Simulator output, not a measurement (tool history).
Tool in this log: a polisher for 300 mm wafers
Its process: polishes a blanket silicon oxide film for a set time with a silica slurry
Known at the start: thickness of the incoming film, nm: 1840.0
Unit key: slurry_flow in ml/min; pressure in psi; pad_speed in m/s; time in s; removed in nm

run 1 day=0.000 | slurry_flow=145 pressure=4.0 pad_speed=1.30 slurry_solids=1.0 time=78 | removed=224.83
run 2 day=0.025 | slurry_flow=145 pressure=4.0 pad_speed=1.06 slurry_solids=1.0 time=78 | removed=190.85
run 3 day=0.204 | slurry_flow=140 pressure=3.9 pad_speed=1.06 slurry_solids=1.0 time=78 | removed=185.78
run 4 day=0.312 | slurry_flow=140 pressure=3.9 pad_speed=0.76 slurry_solids=1.0 time=78 | removed=141.46
run 5 day=0.375 | slurry_flow=145 pressure=3.9 pad_speed=0.76 slurry_solids=1.0 time=78 | removed=143.30
run 6 day=0.475 | slurry_flow=145 pressure=3.9 pad_speed=0.58 slurry_solids=1.0 time=78 | removed=114.75
run 7 day=0.571 | slurry_flow=145 pressure=4.1 pad_speed=0.58 slurry_solids=1.0 time=78 | removed=120.96
run 8 day=0.704 | slurry_flow=145 pressure=4.3 pad_speed=0.58 slurry_solids=1.0 time=78 | removed=126.59
run 9 day=1.075 | slurry_flow=145 pressure=4.5 pad_speed=0.58 slurry_solids=1.0 time=78 | removed=132.79
run 10 day=1.183 | slurry_flow=145 pressure=4.6 pad_speed=0.58 slurry_solids=1.0 time=78 | removed=135.99
run 11 day=1.508 | slurry_flow=145 pressure=4.7 pad_speed=0.58 slurry_solids=1.0 time=78 | removed=138.62
run 12 day=1.842 | slurry_flow=145 pressure=4.8 pad_speed=0.58 slurry_solids=1.0 time=78 | removed=141.79

Forecast run 13:
run 13 day=2.204 | slurry_flow=145 pressure=4.8 pad_speed=0.58 slurry_solids=1.0 time=78 | removed=?

{"run 13": {"removed": 142.38}}

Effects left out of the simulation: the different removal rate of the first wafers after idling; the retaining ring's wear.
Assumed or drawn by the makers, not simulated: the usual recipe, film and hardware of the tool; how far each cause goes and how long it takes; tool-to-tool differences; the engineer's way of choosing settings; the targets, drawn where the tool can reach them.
